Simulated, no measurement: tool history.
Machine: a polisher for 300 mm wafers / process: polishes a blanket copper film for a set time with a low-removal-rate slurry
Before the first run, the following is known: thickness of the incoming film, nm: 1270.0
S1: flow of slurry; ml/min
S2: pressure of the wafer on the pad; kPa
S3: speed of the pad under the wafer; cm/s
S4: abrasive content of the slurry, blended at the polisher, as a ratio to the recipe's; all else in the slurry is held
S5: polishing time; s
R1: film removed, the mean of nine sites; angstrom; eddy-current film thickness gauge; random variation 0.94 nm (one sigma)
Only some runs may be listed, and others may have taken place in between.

run  hour   S1    S2  S3   S4  S5      R1
  1   0.0  120  17.9  84  1.0  73  1712.6
  2   3.2  115  16.5  82  1.0  73  1574.4
  3  10.9  115  16.5  82  1.0  77  1649.3
  4  15.4  115  15.2  80  1.0  77  1526.4
  5  17.6  115  13.8  78  1.0  77  1378.4
  6  22.9  115  13.1  76  1.0  77  1339.1
  7  30.2  115  12.4  74  1.0  77  1254.9

Estimate the outcome of run 8 from the log above:
  8  38.6  115  11.7  72  1.0  77   ?

Run 8 measured R1 1186.4 angstrom.
